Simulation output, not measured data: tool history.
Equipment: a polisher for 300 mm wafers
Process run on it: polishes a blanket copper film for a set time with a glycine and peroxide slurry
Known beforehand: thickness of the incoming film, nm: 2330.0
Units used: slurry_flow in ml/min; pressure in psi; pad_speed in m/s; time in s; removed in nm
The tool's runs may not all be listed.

Run 1, hour 0: slurry_flow 220 ml/min, pressure 3.1 psi, pad_speed 0.9 m/s, time 53 s. Result: removed 283.88 nm.
Run 2, hour 6.5: slurry_flow 220 ml/min, pressure 3.1 psi, pad_speed 1.06 m/s, time 53 s. Result: removed 323.59 nm.
Run 3, hour 9.4: slurry_flow 220 ml/min, pressure 3.1 psi, pad_speed 1.24 m/s, time 53 s. Result: removed 371.42 nm.
Run 4, hour 13.5: slurry_flow 220 ml/min, pressure 2.9 psi, pad_speed 1.22 m/s, time 53 s. Result: removed 345.58 nm.
Run 5, hour 18.1: slurry_flow 255 ml/min, pressure 2.9 psi, pad_speed 1.22 m/s, time 53 s. Result: removed 355.38 nm.
Run 6, hour 25.5: slurry_flow 255 ml/min, pressure 2.7 psi, pad_speed 1.22 m/s, time 53 s. Result: removed 340.33 nm.
Run 7, hour 32.2: slurry_flow 255 ml/min, pressure 2.5 psi, pad_speed 1.2 m/s, time 53 s. Result: removed 314.59 nm.
Run 8, hour 41.2: slurry_flow 255 ml/min, pressure 2.3 psi, pad_speed 1.2 m/s, time 53 s. Result: removed 296.11 nm.
Run 9, hour 42.5: slurry_flow 255 ml/min, pressure 2.2 psi, pad_speed 1.2 m/s, time 53 s. Result: removed 282.43 nm.
Run 10, hour 47.9: slurry_flow 250 ml/min, pressure 2.1 psi, pad_speed 1.2 m/s, time 53 s. Result: removed 273.37 nm.
Run 11, hour 52.6: slurry_flow 245 ml/min, pressure 2 psi, pad_speed 1.2 m/s, time 53 s. Result: removed 262.58 nm.
Run 12, hour 54.7: slurry_flow 240 ml/min, pressure 2 psi, pad_speed 1.2 m/s, time 53 s. Result: removed 271.91 nm.

Run 13 comes next. What will it give?
Run 13, hour 58.1: slurry_flow 240 ml/min, pressure 1.9 psi, pad_speed 1.2 m/s, time 53 s. Result: removed ?.

Run 13 produced removed 255.14 nm.

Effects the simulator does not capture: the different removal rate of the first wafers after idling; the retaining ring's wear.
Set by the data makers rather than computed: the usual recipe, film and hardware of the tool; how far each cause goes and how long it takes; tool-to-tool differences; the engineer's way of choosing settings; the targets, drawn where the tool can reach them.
